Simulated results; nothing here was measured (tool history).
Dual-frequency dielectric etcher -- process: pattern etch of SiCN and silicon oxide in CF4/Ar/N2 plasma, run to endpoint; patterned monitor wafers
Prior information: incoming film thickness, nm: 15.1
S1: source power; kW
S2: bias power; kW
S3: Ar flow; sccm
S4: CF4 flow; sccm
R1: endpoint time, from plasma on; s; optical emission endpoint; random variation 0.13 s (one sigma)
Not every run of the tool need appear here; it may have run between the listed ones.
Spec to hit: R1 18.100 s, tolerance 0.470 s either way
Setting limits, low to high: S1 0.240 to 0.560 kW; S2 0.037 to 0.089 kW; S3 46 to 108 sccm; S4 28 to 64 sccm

| run | day | S1 | S2 | S3 | S4 | R1 |
|---|---|---|---|---|---|---|
| 1 | 0.000 | 0.400 | 0.063 | 77 | 46 | 22.575 |
| 2 | 0.108 | 0.400 | 0.063 | 84 | 46 | 22.672 |
| 3 | 0.475 | 0.430 | 0.064 | 84 | 46 | 21.530 |
| 4 | 0.721 | 0.430 | 0.055 | 84 | 46 | 22.352 |
| 5 | 0.808 | 0.460 | 0.056 | 84 | 46 | 21.136 |
| 6 | 0.883 | 0.480 | 0.057 | 84 | 46 | 20.327 |
|  | 0.996 | bias power generator calibrated |
| 7 | 0.996 | 0.500 | 0.057 | 84 | 46 | 20.064 |
| 8 | 1.208 | 0.510 | 0.058 | 84 | 46 | 19.476 |
| 9 | 1.542 | 0.520 | 0.058 | 84 | 46 | 19.301 |
| 10 | 1.721 | 0.530 | 0.059 | 84 | 46 | 19.055 |

5 candidate next runs follow, results not yet known. Just one meets every target within its allowed miss. Identify it.
| A | 1.900 | 0.530 | 0.068 | 89 | 48 | ? |
| B | 1.900 | 0.500 | 0.054 | 74 | 38 | ? |
| C | 1.900 | 0.480 | 0.062 | 82 | 40 | ? |
| D | 1.900 | 0.490 | 0.064 | 54 | 36 | ? |
| E | 1.900 | 0.560 | 0.071 | 84 | 47 | ? |

| move | R1 |
|---|---|
| A | 18.202 |
| B | 20.582 |
| C | 20.562 |
| D | 19.496 |
| E | 17.160 |
A: every result within its allowed miss
B: its largest miss is bigger than the last run's
C: its largest miss is bigger than the last run's
D: its largest miss is bigger than the last run's
E: takes the biggest miss from the last run beyond its target
Correct choice: A, which meets every target
